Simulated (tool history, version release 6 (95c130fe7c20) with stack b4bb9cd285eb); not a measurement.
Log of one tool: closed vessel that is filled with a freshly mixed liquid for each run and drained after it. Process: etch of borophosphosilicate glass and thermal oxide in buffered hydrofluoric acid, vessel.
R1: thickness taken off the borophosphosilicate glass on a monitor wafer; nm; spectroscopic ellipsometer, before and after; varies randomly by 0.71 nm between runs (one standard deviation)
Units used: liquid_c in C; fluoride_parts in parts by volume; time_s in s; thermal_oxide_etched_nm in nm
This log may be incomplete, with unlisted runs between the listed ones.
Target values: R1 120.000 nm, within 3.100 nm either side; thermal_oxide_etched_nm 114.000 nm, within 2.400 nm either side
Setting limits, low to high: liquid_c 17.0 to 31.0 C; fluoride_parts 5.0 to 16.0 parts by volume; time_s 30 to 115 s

{"run": 1, "day": 0.0, "liquid_c": 23.0, "fluoride_parts": 9.5, "time_s": 60, "R1": 83.293, "thermal_oxide_etched_nm": 79.589}
{"run": 2, "day": 0.171, "liquid_c": 20.5, "fluoride_parts": 9.5, "time_s": 60, "R1": 72.526, "thermal_oxide_etched_nm": 69.012}
{"run": 3, "day": 0.525, "liquid_c": 22.5, "fluoride_parts": 9.5, "time_s": 60, "R1": 80.165, "thermal_oxide_etched_nm": 77.521}
{"run": 4, "day": 0.7, "liquid_c": 22.5, "fluoride_parts": 11.0, "time_s": 60, "R1": 70.597, "thermal_oxide_etched_nm": 68.684}
{"run": 5, "day": 0.725, "liquid_c": 24.0, "fluoride_parts": 11.0, "time_s": 60, "R1": 76.613, "thermal_oxide_etched_nm": 74.058}
{"run": 6, "day": 0.983, "liquid_c": 24.0, "fluoride_parts": 11.0, "time_s": 85, "R1": 108.69, "thermal_oxide_etched_nm": 104.86}
{"run": 7, "day": 1.121, "liquid_c": 24.5, "fluoride_parts": 11.0, "time_s": 85, "R1": 112.44, "thermal_oxide_etched_nm": 107.83}
{"run": 8, "day": 1.262, "liquid_c": 25.0, "fluoride_parts": 11.0, "time_s": 85, "R1": 114.61, "thermal_oxide_etched_nm": 111.12}

Next run, 4 choices. One meets every target within its allowed miss, the rest don't. Which?
{"run": "A", "day": 1.404, "liquid_c": 29.0, "fluoride_parts": 14.0, "time_s": 85, "R1": "?", "thermal_oxide_etched_nm": "?"}
{"run": "B", "day": 1.404, "liquid_c": 20.5, "fluoride_parts": 8.5, "time_s": 90, "R1": "?", "thermal_oxide_etched_nm": "?"}
{"run": "C", "day": 1.404, "liquid_c": 29.5, "fluoride_parts": 11.0, "time_s": 65, "R1": "?", "thermal_oxide_etched_nm": "?"}
{"run": "D", "day": 1.404, "liquid_c": 26.5, "fluoride_parts": 11.5, "time_s": 80, "R1": "?", "thermal_oxide_etched_nm": "?"}

move=A R1=111.720 thermal_oxide_etched_nm=108.440
move=B R1=119.490 thermal_oxide_etched_nm=115.060
move=C R1=111.040 thermal_oxide_etched_nm=107.690
move=D R1=111.980 thermal_oxide_etched_nm=108.480
A: misses by more than the last run did
B: every result lands within tolerance
C: misses by more than the last run did
D: misses by more than the last run did
The right move is B.

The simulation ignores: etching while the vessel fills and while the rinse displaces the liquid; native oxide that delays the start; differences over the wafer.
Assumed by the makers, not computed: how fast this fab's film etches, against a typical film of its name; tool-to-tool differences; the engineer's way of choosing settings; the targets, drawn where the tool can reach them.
